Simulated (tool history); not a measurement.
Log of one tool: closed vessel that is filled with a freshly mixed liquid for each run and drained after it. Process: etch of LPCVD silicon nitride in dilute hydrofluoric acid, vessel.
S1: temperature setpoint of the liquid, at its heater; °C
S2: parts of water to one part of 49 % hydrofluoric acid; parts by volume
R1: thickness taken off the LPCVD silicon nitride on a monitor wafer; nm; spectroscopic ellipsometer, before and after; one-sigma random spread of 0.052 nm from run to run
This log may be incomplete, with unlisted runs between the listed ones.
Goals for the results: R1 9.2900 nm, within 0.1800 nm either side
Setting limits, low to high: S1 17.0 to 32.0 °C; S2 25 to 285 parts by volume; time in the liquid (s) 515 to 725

{"run": 1, "hour": 0.0, "S1": 24.0, "S2": 155, "time in the liquid (s)": 725, "R1": 2.7584}
{"run": 2, "hour": 9.5, "S1": 26.5, "S2": 125, "time in the liquid (s)": 725, "R1": 3.9686}
{"run": 3, "hour": 12.3, "S1": 28.0, "S2": 105, "time in the liquid (s)": 725, "R1": 5.2357}
{"run": 4, "hour": 18.6, "S1": 29.0, "S2": 95, "time in the liquid (s)": 725, "R1": 6.2004}
{"run": 5, "hour": 20.8, "S1": 30.0, "S2": 90, "time in the liquid (s)": 725, "R1": 6.9877}
{"run": 6, "hour": 23.7, "S1": 30.0, "S2": 50, "time in the liquid (s)": 725, "R1": 12.434}
{"run": 7, "hour": 28.0, "S1": 28.0, "S2": 50, "time in the liquid (s)": 725, "R1": 10.964}
{"run": 8, "hour": 35.9, "S1": 27.0, "S2": 50, "time in the liquid (s)": 725, "R1": 10.181}

Pick the move, out of 5, that brings all results within their allowed miss; only one does.
{"run": "A", "hour": 43.8, "S1": 29.0, "S2": 50, "time in the liquid (s)": 700, "R1": "?"}
{"run": "B", "hour": 43.8, "S1": 25.5, "S2": 50, "time in the liquid (s)": 725, "R1": "?"}
{"run": "C", "hour": 43.8, "S1": 30.5, "S2": 65, "time in the liquid (s)": 715, "R1": "?"}
{"run": "D", "hour": 43.8, "S1": 28.0, "S2": 40, "time in the liquid (s)": 520, "R1": "?"}
{"run": "E", "hour": 43.8, "S1": 26.5, "S2": 50, "time in the liquid (s)": 715, "R1": "?"}

move=A R1=11.2980
move=B R1=9.2934
move=C R1=9.7965
move=D R1=9.7910
move=E R1=9.7948
A: misses by more than the last run did
B: in spec on every target
C: nearer than the last run, and not there yet
D: nearer than the last run, and not there yet
E: nearer than the last run, and not there yet
So the answer is move B, the one that meets all the targets.
